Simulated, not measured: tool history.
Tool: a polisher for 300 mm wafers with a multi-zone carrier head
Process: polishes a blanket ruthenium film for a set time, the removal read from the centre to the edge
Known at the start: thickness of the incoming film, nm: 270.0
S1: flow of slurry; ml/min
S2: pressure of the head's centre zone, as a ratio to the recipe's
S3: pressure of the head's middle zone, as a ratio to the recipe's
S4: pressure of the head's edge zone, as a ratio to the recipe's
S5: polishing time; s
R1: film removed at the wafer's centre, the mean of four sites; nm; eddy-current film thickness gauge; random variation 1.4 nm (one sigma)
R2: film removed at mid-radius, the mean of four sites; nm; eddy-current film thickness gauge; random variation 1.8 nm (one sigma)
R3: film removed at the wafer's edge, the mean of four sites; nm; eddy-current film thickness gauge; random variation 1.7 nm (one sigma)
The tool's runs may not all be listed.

Run 1, hour 0: S1 320 ml/min, S2 1, S3 1, S4 1, S5 49 s. Result: R1 83.64 nm, R2 85.924 nm, R3 85.268 nm.
Run 2, hour 4.8: S1 320 ml/min, S2 1.02, S3 1.03, S4 1.02, S5 53 s. Result: R1 92.679 nm, R2 93.3 nm, R3 96.143 nm.
Run 3, hour 12.3: S1 330 ml/min, S2 1.03, S3 1.07, S4 0.99, S5 56 s. Result: R1 101.43 nm, R2 101.35 nm, R3 98.521 nm.
Run 4, hour 12.8: S1 330 ml/min, S2 1.03, S3 1.04, S4 0.99, S5 56 s. Result: R1 98.84 nm, R2 102.54 nm, R3 96.961 nm.
Run 5, hour 16: S1 330 ml/min, S2 1.03, S3 1.04, S4 0.99, S5 60 s. Result: R1 109.61 nm, R2 109.3 nm, R3 106 nm.
Run 6, hour 24.2: S1 335 ml/min, S2 1.02, S3 1.07, S4 0.99, S5 62 s. Result: R1 109.96 nm, R2 117.05 nm, R3 108.4 nm.

Run 7 comes next. What will it give?
Run 7, hour 27.2: S1 335 ml/min, S2 1.03, S3 1.09, S4 1, S5 63 s. Result: R1 ?, R2 ?, R3 ?.

R1: 113.26 nm
R2: 118.84 nm
R3: 107.58 nm
